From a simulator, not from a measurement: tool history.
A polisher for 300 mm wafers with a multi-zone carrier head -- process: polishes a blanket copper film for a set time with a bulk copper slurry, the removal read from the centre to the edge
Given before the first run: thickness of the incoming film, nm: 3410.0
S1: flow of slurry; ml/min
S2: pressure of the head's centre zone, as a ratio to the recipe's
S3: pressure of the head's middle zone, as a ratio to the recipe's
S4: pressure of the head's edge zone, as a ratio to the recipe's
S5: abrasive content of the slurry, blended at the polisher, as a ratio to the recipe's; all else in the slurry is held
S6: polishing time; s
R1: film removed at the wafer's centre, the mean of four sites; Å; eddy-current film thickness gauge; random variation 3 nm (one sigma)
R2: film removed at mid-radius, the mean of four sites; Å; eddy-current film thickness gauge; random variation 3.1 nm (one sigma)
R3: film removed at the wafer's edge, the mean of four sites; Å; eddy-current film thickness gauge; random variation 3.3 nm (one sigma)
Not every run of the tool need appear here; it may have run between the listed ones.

run,hour,S1,S2,S3,S4,S5,S6,R1,R2,R3
1,0,285,1,1,1,1,55,4782,4739.1,4860.5
2,7.5,280,1.01,0.96,1,0.9,50,4302.1,4129.4,4296
3,12.4,280,0.98,0.96,1,0.9,50,4144,3972.7,4265.5
4,20.5,280,0.98,0.93,1,0.8,47,3743.5,3713.8,3946.8
5,28.9,280,0.98,0.93,0.93,0.8,47,3768.5,3664.5,3880.5
6,30.8,280,1.05,0.93,0.93,0.8,47,4037.5,3711.8,3877.5
7,36.3,260,1.06,0.9,0.98,0.75,43,3686.1,3241.5,3541.8
8,37.7,245,1.06,0.88,1,0.7,41,3503.7,3025.7,3418
9,43.7,225,1.06,0.81,1.03,0.5,33,2681.5,2192.9,2694
10,44.5,235,1.07,0.82,1.05,0.5,33,2732.2,2144.3,2713
11,49,235,1.07,0.83,1.06,0.55,33,2707.6,2241.2,2721
12,54.1,265,1.13,0.81,1.15,0.65,35,3133.3,2380.7,3097
13,57.5,260,1.12,0.82,1.14,0.65,35,3146.2,2431.1,3052.5

What will run 14 give?
14,59.6,255,1.11,0.82,1.13,0.65,35,?,?,?

{"run 14": {"R1": 3111.7, "R2": 2453, "R3": 3128.5}}
